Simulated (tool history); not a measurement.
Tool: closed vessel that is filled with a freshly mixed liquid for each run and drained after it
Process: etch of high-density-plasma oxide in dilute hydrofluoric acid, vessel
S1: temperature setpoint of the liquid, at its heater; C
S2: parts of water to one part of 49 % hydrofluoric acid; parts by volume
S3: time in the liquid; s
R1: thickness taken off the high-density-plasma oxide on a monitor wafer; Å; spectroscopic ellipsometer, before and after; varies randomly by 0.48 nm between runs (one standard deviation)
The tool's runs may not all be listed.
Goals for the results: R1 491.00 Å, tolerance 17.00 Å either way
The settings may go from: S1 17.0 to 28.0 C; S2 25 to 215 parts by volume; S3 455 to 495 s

run,hour,S1,S2,S3,R1
1,0.0,20.0,120,455,320.75
2,4.6,17.5,120,455,288.99
3,11.9,17.5,140,455,244.71
4,16.2,17.5,140,455,242.20
5,20.7,17.5,140,495,264.70
6,25.8,20.0,135,495,303.32
7,31.0,21.5,130,495,335.79
8,39.4,23.0,125,495,367.21
9,41.6,24.0,120,495,408.53
10,49.3,25.0,120,495,423.59
11,55.4,25.5,120,495,437.24
12,62.5,26.0,120,495,446.71
# hour 67.1: thermometer replaced
13,67.1,26.5,120,495,431.42
14,74.4,27.0,120,495,436.61
15,82.0,27.5,115,495,468.15

Which of these 4 next moves meets every target?
A,89.6,27.0,105,470,?
B,89.6,28.0,105,495,?
C,89.6,28.0,120,470,?
D,89.6,24.0,85,455,?

move,R1
A,494.14
B,540.70
C,440.39
D,538.97
A: all results land within tolerance of their targets
B: takes the result that was furthest off past its target
C: further off than the last run
D: takes the result that was furthest off past its target
Move A is the one to make.
